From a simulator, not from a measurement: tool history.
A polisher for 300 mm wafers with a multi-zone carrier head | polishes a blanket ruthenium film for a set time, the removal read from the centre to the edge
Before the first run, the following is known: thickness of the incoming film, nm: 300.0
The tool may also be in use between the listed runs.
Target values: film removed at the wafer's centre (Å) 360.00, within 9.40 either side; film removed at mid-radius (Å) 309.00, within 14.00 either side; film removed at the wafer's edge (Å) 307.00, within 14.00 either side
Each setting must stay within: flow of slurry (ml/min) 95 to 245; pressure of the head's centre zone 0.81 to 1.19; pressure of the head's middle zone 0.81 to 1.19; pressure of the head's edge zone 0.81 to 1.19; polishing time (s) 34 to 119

run	hour	flow of slurry (ml/min)	pressure of the head's centre zone	pressure of the head's middle zone	pressure of the head's edge zone	polishing time (s)	film removed at the wafer's centre (Å)	film removed at mid-radius (Å)	film removed at the wafer's edge (Å)
1	0.0	155	1.00	1.00	1.00	76	590.03	600.55	605.10
2	4.5	155	1.00	1.05	1.00	76	590.15	603.04	601.27
3	10.6	130	1.00	1.05	1.00	76	567.33	594.86	585.07
4	11.9	130	1.00	1.09	1.00	76	566.86	626.71	571.92
5	20.4	155	1.00	1.09	1.00	76	586.18	638.67	597.06
6	29.3	150	1.02	1.07	0.98	69	540.54	571.26	527.11
7	31.7	150	1.02	1.07	0.98	69	543.97	577.93	534.08
8	37.0	145	1.04	1.03	0.96	63	512.56	505.90	474.10
9	39.0	140	1.04	1.00	0.94	59	462.61	455.92	442.47

4 next moves are on the table. One of them brings every result within its allowed miss. Which?
A	41.0	140	1.16	0.97	0.95	41	?	?	?
B	41.0	110	1.19	0.81	1.14	44	?	?	?
C	41.0	130	1.13	1.04	0.88	43	?	?	?
D	41.0	125	1.14	1.11	0.90	43	?	?	?

move	film removed at the wafer's centre (Å)	film removed at mid-radius (Å)	film removed at the wafer's edge (Å)
A	360.54	309.56	307.21
B	373.21	282.14	348.03
C	362.12	334.39	307.46
D	361.97	345.96	308.58
A: each result inside its tolerance
B: an improvement on the last run, though not all results are within tolerance
C: brings the result that was furthest off to its target, and leaves another outside
D: brings the result that was furthest off to its target, and leaves another outside
Move A is the one to make.
